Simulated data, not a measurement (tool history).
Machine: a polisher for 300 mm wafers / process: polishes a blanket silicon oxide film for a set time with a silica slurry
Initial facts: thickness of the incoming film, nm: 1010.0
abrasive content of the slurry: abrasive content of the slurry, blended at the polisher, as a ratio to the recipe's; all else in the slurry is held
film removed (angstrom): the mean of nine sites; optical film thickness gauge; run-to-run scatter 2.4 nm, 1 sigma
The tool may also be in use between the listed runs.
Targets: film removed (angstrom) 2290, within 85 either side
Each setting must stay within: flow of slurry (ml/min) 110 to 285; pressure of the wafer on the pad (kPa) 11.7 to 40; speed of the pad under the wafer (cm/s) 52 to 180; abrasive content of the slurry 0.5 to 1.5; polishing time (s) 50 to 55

run,hour,flow of slurry (ml/min),pressure of the wafer on the pad (kPa),speed of the pad under the wafer (cm/s),abrasive content of the slurry,polishing time (s),film removed (angstrom)
1,0,180,25.5,116,1,55,1494.5
2,5.3,180,25.5,116,1.05,55,1517.6
3,9.1,210,25.5,116,1.05,55,1573.5
4,12.2,210,25.5,116,1.15,55,1634
5,15.1,210,25.5,116,1.35,55,1703.8
# hour 22.7: slurry nozzle cleaned
6,22.7,210,19.3,116,1.35,55,1334.5
7,29.8,210,19.3,116,1.35,55,1333.7
8,33.7,210,19.3,116,1.35,55,1318.2
9,39.8,215,22.8,116,1.35,55,1583.4
10,44.9,230,24.8,116,1.35,55,1710.2
11,53,235,26.9,116,1.35,55,1853
12,58.2,235,28.3,116,1.35,55,1928

Which of these 4 next moves meets every target?
A,63.4,255,28.3,96,1.35,55,?
B,63.4,170,26.2,120,1.35,50,?
C,63.4,215,26.9,150,1.4,55,?
D,63.4,185,32.4,142,1.35,55,?

move,film removed (angstrom)
A,1685.8
B,1613.6
C,2262.4
D,2521.6
A: further off than the last run
B: further off than the last run
C: meets every target
D: the result that was furthest off in the last run now lies on the other side of its target
The move that meets every target is C.
